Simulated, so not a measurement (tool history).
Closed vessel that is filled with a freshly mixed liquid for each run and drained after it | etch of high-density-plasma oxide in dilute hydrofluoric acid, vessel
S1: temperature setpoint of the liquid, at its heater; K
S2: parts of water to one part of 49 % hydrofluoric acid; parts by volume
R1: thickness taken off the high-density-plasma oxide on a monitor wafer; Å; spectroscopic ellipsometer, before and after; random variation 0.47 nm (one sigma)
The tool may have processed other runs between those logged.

{"run": 1, "hour": 0.0, "S1": 296.15, "S2": 90, "time in the liquid (s)": 1070, "R1": 611.23}
{"run": 2, "hour": 3.3, "S1": 296.15, "S2": 90, "time in the liquid (s)": 1070, "R1": 597.23}
{"run": 3, "hour": 6.9, "S1": 294.65, "S2": 90, "time in the liquid (s)": 1070, "R1": 568.74}
{"run": 4, "hour": 8.6, "S1": 294.65, "S2": 90, "time in the liquid (s)": 1070, "R1": 567.13}
{"run": 5, "hour": 12.5, "S1": 292.15, "S2": 90, "time in the liquid (s)": 1070, "R1": 510}
{"run": 6, "hour": 15.3, "S1": 295.15, "S2": 90, "time in the liquid (s)": 1070, "R1": 573.47}
{"run": 7, "hour": 17.7, "S1": 294.15, "S2": 90, "time in the liquid (s)": 1070, "R1": 551.21}
{"run": 8, "hour": 21.3, "S1": 294.15, "S2": 90, "time in the liquid (s)": 1070, "R1": 546.85}

Run 9 comes next. What will it give?
{"run": 9, "hour": 23.7, "S1": 293.15, "S2": 90, "time in the liquid (s)": 1070, "R1": "?"}

{"run 9": {"R1": 530.86}}

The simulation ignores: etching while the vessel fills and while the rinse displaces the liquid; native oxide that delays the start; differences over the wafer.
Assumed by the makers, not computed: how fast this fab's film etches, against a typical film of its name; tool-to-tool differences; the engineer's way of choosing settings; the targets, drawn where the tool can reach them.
